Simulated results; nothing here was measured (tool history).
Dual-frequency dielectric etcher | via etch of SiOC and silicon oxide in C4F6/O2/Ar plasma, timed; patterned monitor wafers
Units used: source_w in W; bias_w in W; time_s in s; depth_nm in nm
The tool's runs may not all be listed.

Run 1, hour 0.0: source_w 380 W, bias_w 154 W, time_s 43.0 s. Result: depth_nm 46.946 nm.
Run 2, hour 5.2: source_w 350 W, bias_w 145 W, time_s 42.5 s. Result: depth_nm 43.667 nm.
Run 3, hour 14.0: source_w 350 W, bias_w 145 W, time_s 39.5 s. Result: depth_nm 40.741 nm.
Run 4, hour 18.1: source_w 350 W, bias_w 172 W, time_s 39.5 s. Result: depth_nm 43.545 nm.
Run 5, hour 19.0: source_w 320 W, bias_w 172 W, time_s 39.5 s. Result: depth_nm 42.025 nm.
Run 6, hour 21.1: source_w 300 W, bias_w 169 W, time_s 39.5 s. Result: depth_nm 40.686 nm.

What does the tool deliver on the next run?
Run 7, hour 28.9: source_w 280 W, bias_w 167 W, time_s 39.5 s. Result: depth_nm ?.

Run 7 came out at depth_nm 39.406 nm.
